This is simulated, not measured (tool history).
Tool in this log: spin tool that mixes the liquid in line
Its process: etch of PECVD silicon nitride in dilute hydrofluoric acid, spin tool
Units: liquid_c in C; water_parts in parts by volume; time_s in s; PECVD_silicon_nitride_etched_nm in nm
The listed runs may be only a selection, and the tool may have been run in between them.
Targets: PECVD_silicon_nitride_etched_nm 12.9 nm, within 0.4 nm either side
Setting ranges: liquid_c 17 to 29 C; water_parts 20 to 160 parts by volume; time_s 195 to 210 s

run	day	liquid_c	water_parts	time_s	PECVD_silicon_nitride_etched_nm
1	0	21	90	195	9.68
2	0.342	22	90	195	10.415
3	0.517	22.5	90	195	10.598
4	0.546	23	90	195	10.871
5	0.892	23	60	195	16.386
6	1.142	22	60	195	15.413
7	1.433	21.5	60	195	14.768
8	1.783	21	60	195	14.296
9	2.1	20.5	60	195	13.662

Consider the 5 candidate settings below. Which is the only one whose results all fall within their allowed miss of target?
A	2.417	17	50	195	?
B	2.417	22	65	205	?
C	2.417	21	60	195	?
D	2.417	18.5	50	195	?
E	2.417	20.5	60	210	?

move	PECVD_silicon_nitride_etched_nm
A	12.943
B	14.923
C	14.336
D	14.39
E	14.917
A: hits every target within its allowed miss
B: misses by more than the last run did
C: misses by more than the last run did
D: misses by more than the last run did
E: misses by more than the last run did
Go with A: it meets all targets.

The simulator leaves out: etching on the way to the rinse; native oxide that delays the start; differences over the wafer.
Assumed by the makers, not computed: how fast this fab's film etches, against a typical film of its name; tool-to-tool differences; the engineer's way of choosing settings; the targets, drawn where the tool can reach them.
